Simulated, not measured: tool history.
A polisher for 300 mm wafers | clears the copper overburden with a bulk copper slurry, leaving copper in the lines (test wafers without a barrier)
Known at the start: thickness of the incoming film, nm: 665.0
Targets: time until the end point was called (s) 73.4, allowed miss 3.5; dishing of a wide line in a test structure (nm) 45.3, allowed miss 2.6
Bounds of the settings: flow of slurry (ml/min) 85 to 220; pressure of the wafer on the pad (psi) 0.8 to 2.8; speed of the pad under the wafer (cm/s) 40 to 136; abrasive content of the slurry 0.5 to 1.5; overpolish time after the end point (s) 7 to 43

run,hour,flow of slurry (ml/min),pressure of the wafer on the pad (psi),speed of the pad under the wafer (cm/s),abrasive content of the slurry,overpolish time after the end point (s),time until the end point was called (s),dishing of a wide line in a test structure (nm)
1,0,140,1.8,88,1,22,138.08,66.209
2,1.5,150,1.7,94,1.05,20,136.33,61.958
3,3.2,180,1.7,94,1.05,20,130.04,64.551
4,11.2,175,1.7,100,1.1,18,119.64,62.38
5,17,170,1.7,104,1.15,17,115.8,59.937
6,24.1,160,1.7,108,1.2,16,111.09,61.345
7,29.1,170,1.7,112,1.25,15,102.22,62.163
8,34.1,175,1.7,116,1.3,14,99.67,61.014
9,37.9,180,1.7,118,1.35,13,96.585,57.572
# hour 44.3: slurry nozzle cleaned
10,44.3,185,1.7,120,1.35,12,85.507,58.097
11,46.4,190,1.7,122,1.35,11,83.503,55.303
12,54.9,195,1.7,122,1.35,10,82.12,52.65
13,62.2,200,1.7,122,1.35,10,82.68,51.581
14,63.9,200,1.7,122,1.35,10,83.948,51.609
15,71,220,1.4,136,1.5,7,87.848,38.383
16,75.1,220,1.5,136,1.5,7,81.402,39.687
17,80.2,220,1.7,136,1.5,9,73.332,54.34
18,87.3,220,1.7,136,1.45,9,75.049,53.764

5 next moves are on the table. One of them brings every result within its allowed miss. Which?
A,94.4,180,1.8,136,1.3,7,?,?
B,94.4,200,1.8,136,1.5,8,?,?
C,94.4,205,1.6,134,1.4,12,?,?
D,94.4,190,1.7,136,1.45,9,?,?
E,94.4,195,1.8,118,1.45,12,?,?

move,time until the end point was called (s),dishing of a wide line in a test structure (nm)
A,74.65,44.542
B,70.454,51.983
C,81.493,62.363
D,75.762,53.518
E,82.06,63.058
A: meets every target
B: nearer than the last run, and not there yet
C: further off than the last run
D: as far off as the last run
E: further off than the last run
Answer: A
